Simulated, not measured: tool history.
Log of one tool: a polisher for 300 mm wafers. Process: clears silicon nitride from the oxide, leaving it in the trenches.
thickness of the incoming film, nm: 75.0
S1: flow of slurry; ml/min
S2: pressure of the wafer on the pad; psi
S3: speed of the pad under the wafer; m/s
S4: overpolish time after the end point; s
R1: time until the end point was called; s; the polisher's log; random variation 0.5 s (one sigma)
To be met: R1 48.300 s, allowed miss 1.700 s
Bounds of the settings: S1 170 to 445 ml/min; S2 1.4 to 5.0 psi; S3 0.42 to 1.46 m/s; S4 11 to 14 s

run    day   S1   S2    S3  S4      R1
  1  0.000  285  3.2  0.94  14  67.674
  2  0.167  285  3.4  0.94  14  65.397
  3  0.425  285  3.7  0.94  14  61.820
  4  0.596  285  3.9  0.94  14  60.453
  5  0.854  285  3.9  0.76  14  69.518
  6  1.046  285  3.9  0.76  14  70.361
  7  1.350  285  4.1  0.80  14  65.411
  8  1.462  285  4.3  0.84  14  62.020
  9  1.742  285  4.5  0.88  14  57.458
 10  1.917  290  5.0  0.92  14  52.103
 11  2.217  290  5.0  0.94  14  50.509

Which of these 4 next moves meets every target?
  A  2.517  240  5.0  0.90  11   ?
  B  2.517  285  5.0  1.00  11   ?
  C  2.517  305  4.9  0.88  14   ?
  D  2.517  305  4.4  1.26  14   ?

move      R1
   A  52.539
   B  47.635
   C  52.914
   D  43.050
A: further off than the last run
B: meets every target
C: further off than the last run
D: takes the result that was furthest off past its target
Move B is the one to make.

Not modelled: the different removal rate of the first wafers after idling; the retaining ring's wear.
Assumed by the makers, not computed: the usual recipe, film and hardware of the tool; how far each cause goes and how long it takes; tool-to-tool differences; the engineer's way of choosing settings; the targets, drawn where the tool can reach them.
